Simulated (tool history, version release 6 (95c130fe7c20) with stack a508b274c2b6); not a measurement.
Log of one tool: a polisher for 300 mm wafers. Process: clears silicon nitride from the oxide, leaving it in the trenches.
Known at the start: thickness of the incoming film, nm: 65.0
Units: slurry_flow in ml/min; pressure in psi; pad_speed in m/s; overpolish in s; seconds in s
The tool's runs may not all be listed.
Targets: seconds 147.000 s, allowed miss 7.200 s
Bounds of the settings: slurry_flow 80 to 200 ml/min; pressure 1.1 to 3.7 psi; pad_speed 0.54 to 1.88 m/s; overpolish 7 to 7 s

run 1 hour=0.0 | slurry_flow=130 pressure=2.4 pad_speed=1.20 overpolish=7 | seconds=86.088
run 2 hour=2.8 | slurry_flow=130 pressure=2.4 pad_speed=1.20 overpolish=7 | seconds=87.501
run 3 hour=4.3 | slurry_flow=130 pressure=2.0 pad_speed=1.18 overpolish=7 | seconds=99.590
run 4 hour=11.4 | slurry_flow=130 pressure=2.0 pad_speed=1.18 overpolish=7 | seconds=98.327
run 5 hour=13.0 | slurry_flow=130 pressure=2.0 pad_speed=1.18 overpolish=7 | seconds=98.150
run 6 hour=19.8 | slurry_flow=130 pressure=2.0 pad_speed=1.30 overpolish=7 | seconds=89.733
run 7 hour=27.6 | slurry_flow=125 pressure=1.7 pad_speed=1.22 overpolish=7 | seconds=105.890
run 8 hour=33.4 | slurry_flow=120 pressure=1.1 pad_speed=1.04 overpolish=7 | seconds=163.290

5 next moves are on the table. One of them brings every result within its allowed miss. Which?
run A hour=39.2 | slurry_flow=105 pressure=1.1 pad_speed=0.98 overpolish=7 | seconds=?
run B hour=39.2 | slurry_flow=95 pressure=1.5 pad_speed=1.14 overpolish=7 | seconds=?
run C hour=39.2 | slurry_flow=125 pressure=1.4 pad_speed=0.76 overpolish=7 | seconds=?
run D hour=39.2 | slurry_flow=110 pressure=1.5 pad_speed=0.98 overpolish=7 | seconds=?
run E hour=39.2 | slurry_flow=110 pressure=1.2 pad_speed=0.90 overpolish=7 | seconds=?

move=A seconds=179.550
move=B seconds=134.410
move=C seconds=192.130
move=D seconds=149.190
move=E seconds=183.790
A: further off than the last run
B: takes the result that was furthest off past its target
C: further off than the last run
D: meets every target
E: further off than the last run
The right move is D.

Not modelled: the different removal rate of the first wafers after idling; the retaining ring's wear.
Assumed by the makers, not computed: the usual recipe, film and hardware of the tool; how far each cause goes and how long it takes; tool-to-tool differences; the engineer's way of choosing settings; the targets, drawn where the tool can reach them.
